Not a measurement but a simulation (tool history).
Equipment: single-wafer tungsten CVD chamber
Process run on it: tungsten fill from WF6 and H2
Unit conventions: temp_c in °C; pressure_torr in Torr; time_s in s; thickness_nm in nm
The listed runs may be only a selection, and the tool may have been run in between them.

| run | hour | temp_c | pressure_torr | time_s | thickness_nm |
|---|---|---|---|---|---|
| 1 | 0.0 | 380 | 54.6 | 39.9 | 108.34 |
| 2 | 7.0 | 380 | 54.6 | 39.9 | 108.16 |
| 3 | 9.1 | 383 | 54.8 | 39.9 | 115.90 |
| 4 | 14.9 | 377 | 54.8 | 39.9 | 101.94 |
| 5 | 15.7 | 377 | 63.9 | 39.9 | 108.29 |
| 6 | 17.9 | 382 | 63.9 | 39.9 | 120.85 |
| 7 | 19.7 | 384 | 64.0 | 39.9 | 125.76 |
| 8 | 21.3 | 386 | 64.1 | 39.9 | 131.45 |

Expected results for the next run?
| 9 | 22.0 | 397 | 64.8 | 39.9 | ? |

{"run 9": {"thickness_nm": 165.39}}
